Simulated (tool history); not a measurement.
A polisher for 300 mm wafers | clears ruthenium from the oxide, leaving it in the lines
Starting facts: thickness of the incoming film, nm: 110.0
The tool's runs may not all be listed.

run,hour,flow of slurry (ml/min),pressure of the wafer on the pad (kPa),speed of the pad under the wafer (cm/s),overpolish time after the end point (s),time until the end point was called (s)
1,0,300,15.9,110,25,72.91
2,2.6,300,13.8,110,25,83.234
3,9.3,300,13.8,124,25,74.441
4,17.8,300,11,124,25,90.406
5,22.9,300,9.7,124,25,102.41
6,30.4,300,9,124,25,112.22
7,33.7,300,8.3,124,25,121.13
8,36.2,300,7.6,124,25,133.84

Run 9 has not been measured yet. What should we expect?
9,37.6,300,8.3,124,25,?

time until the end point was called (s): 119.43

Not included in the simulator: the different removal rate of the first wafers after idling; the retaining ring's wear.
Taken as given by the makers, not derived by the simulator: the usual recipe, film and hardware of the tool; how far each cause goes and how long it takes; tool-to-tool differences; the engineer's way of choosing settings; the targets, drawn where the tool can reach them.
